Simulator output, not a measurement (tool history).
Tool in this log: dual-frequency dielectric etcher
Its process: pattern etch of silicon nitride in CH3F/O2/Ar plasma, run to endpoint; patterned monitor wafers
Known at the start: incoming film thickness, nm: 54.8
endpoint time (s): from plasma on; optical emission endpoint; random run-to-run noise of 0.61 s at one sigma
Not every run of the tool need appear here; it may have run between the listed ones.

run 1 day=0.000 | source_power_(kW)=0.520 bias_power_(kW)=0.052 | endpoint_time_(s)=77.388
run 2 day=0.208 | source_power_(kW)=0.490 bias_power_(kW)=0.051 | endpoint_time_(s)=78.385
run 3 day=0.362 | source_power_(kW)=0.460 bias_power_(kW)=0.049 | endpoint_time_(s)=82.060
run 4 day=0.654 | source_power_(kW)=0.500 bias_power_(kW)=0.049 | endpoint_time_(s)=79.713
run 5 day=0.767 | source_power_(kW)=0.540 bias_power_(kW)=0.049 | endpoint_time_(s)=76.654
run 6 day=1.112 | source_power_(kW)=0.470 bias_power_(kW)=0.049 | endpoint_time_(s)=80.141

Forecast run 7:
run 7 day=1.175 | source_power_(kW)=0.450 bias_power_(kW)=0.048 | endpoint_time_(s)=?

Run 7 measured endpoint time (s) 82.709.
